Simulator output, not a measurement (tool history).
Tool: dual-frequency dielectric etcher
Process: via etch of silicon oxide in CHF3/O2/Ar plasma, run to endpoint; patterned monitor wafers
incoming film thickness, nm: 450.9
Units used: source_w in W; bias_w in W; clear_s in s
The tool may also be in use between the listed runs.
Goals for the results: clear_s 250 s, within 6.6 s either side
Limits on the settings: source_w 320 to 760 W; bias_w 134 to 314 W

run	day	source_w	bias_w	clear_s
1	0	540	224	211.85
2	0.358	540	202	224.58
3	0.529	510	199	226.11
4	0.896	480	191	239.25
5	1.25	470	190	240.85
6	1.4	520	190	233.04
# day 1.45: source power generator calibrated
7	1.45	500	188	233.21
8	1.579	480	186	236.77

Of the 4 settings listed for the next run, only one would bring every result within its allowed miss of target. Which one?
A	1.708	550	210	?
B	1.708	570	174	?
C	1.708	380	201	?
D	1.708	470	190	?

move	clear_s
A	214.86
B	230.6
C	254.04
D	239.37
A: the biggest miss grows against the last run
B: the biggest miss grows against the last run
C: meets every target
D: nearer the targets than the last run, but a result is still out of spec
C meets every target.
